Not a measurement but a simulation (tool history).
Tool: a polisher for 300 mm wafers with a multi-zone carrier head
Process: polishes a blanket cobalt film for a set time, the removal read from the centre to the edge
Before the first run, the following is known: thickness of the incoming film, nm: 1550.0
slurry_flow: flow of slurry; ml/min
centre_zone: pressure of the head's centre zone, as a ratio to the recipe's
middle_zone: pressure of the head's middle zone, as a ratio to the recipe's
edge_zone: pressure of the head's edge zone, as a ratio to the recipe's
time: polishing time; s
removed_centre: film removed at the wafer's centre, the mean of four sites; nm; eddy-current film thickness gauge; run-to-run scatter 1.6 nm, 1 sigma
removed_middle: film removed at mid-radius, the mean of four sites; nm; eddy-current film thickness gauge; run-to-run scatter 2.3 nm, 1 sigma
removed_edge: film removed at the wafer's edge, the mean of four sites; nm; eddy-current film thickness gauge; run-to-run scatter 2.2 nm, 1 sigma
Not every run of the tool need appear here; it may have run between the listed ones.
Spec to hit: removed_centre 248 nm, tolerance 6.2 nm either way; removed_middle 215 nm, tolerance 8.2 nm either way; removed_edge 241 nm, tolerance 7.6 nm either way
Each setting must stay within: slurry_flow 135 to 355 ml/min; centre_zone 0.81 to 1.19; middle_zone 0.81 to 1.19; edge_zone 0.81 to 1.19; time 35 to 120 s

{"run": 1, "hour": 0.0, "slurry_flow": 225, "centre_zone": 1, "middle_zone": 1, "edge_zone": 1, "time": 77, "removed_centre": 258.95, "removed_middle": 249.98, "removed_edge": 249.37}
{"run": 2, "hour": 6.2, "slurry_flow": 270, "centre_zone": 1, "middle_zone": 1, "edge_zone": 1, "time": 77, "removed_centre": 262.91, "removed_middle": 262.65, "removed_edge": 260.55}
{"run": 3, "hour": 11.8, "slurry_flow": 270, "centre_zone": 1, "middle_zone": 1.07, "edge_zone": 1, "time": 77, "removed_centre": 265.81, "removed_middle": 266.59, "removed_edge": 259.24}
{"run": 4, "hour": 12.6, "slurry_flow": 270, "centre_zone": 1.05, "middle_zone": 1.07, "edge_zone": 1, "time": 77, "removed_centre": 278.29, "removed_middle": 271.87, "removed_edge": 258.68}
{"run": 5, "hour": 17.2, "slurry_flow": 250, "centre_zone": 1.04, "middle_zone": 1.02, "edge_zone": 1.01, "time": 77, "removed_centre": 277.36, "removed_middle": 260.27, "removed_edge": 258.44}
{"run": 6, "hour": 23.4, "slurry_flow": 235, "centre_zone": 1.03, "middle_zone": 0.99, "edge_zone": 1.02, "time": 76, "removed_centre": 268.51, "removed_middle": 246.17, "removed_edge": 249.17}
{"run": 7, "hour": 31.5, "slurry_flow": 225, "centre_zone": 1.02, "middle_zone": 0.97, "edge_zone": 1.03, "time": 76, "removed_centre": 256.63, "removed_middle": 246.57, "removed_edge": 255.25}
{"run": 8, "hour": 37.2, "slurry_flow": 210, "centre_zone": 1.02, "middle_zone": 0.94, "edge_zone": 1.03, "time": 76, "removed_centre": 257.13, "removed_middle": 238.76, "removed_edge": 250.61}
{"run": 9, "hour": 42.2, "slurry_flow": 200, "centre_zone": 1.02, "middle_zone": 0.92, "edge_zone": 1.03, "time": 76, "removed_centre": 254.5, "removed_middle": 236.36, "removed_edge": 249.93}
{"run": 10, "hour": 47.9, "slurry_flow": 190, "centre_zone": 1.02, "middle_zone": 0.9, "edge_zone": 1.03, "time": 76, "removed_centre": 252.33, "removed_middle": 226.67, "removed_edge": 248.99}

Which of these 5 next moves meets every target?
{"run": "A", "hour": 53.6, "slurry_flow": 185, "centre_zone": 0.99, "middle_zone": 0.88, "edge_zone": 1.05, "time": 72, "removed_centre": "?", "removed_middle": "?", "removed_edge": "?"}
{"run": "B", "hour": 53.6, "slurry_flow": 145, "centre_zone": 1.09, "middle_zone": 0.96, "edge_zone": 0.91, "time": 78, "removed_centre": "?", "removed_middle": "?", "removed_edge": "?"}
{"run": "C", "hour": 53.6, "slurry_flow": 165, "centre_zone": 1.01, "middle_zone": 0.84, "edge_zone": 0.97, "time": 77, "removed_centre": "?", "removed_middle": "?", "removed_edge": "?"}
{"run": "D", "hour": 53.6, "slurry_flow": 140, "centre_zone": 1.08, "middle_zone": 1.01, "edge_zone": 0.9, "time": 76, "removed_centre": "?", "removed_middle": "?", "removed_edge": "?"}
{"run": "E", "hour": 53.6, "slurry_flow": 205, "centre_zone": 1.06, "middle_zone": 0.96, "edge_zone": 0.98, "time": 74, "removed_centre": "?", "removed_middle": "?", "removed_edge": "?"}

move=A removed_centre=231.92 removed_middle=215.14 removed_edge=238.16
move=B removed_centre=261.47 removed_middle=232.82 removed_edge=232
move=C removed_centre=246.84 removed_middle=219.22 removed_edge=241.24
move=D removed_centre=249.99 removed_middle=231.8 removed_edge=223.41
move=E removed_centre=260.45 removed_middle=236.57 removed_edge=239.58
A: the furthest-off result lands on target, but another misses its tolerance
B: its largest miss is bigger than the last run's
C: hits every target within its allowed miss
D: its largest miss is bigger than the last run's
E: its largest miss is bigger than the last run's
Answer: C

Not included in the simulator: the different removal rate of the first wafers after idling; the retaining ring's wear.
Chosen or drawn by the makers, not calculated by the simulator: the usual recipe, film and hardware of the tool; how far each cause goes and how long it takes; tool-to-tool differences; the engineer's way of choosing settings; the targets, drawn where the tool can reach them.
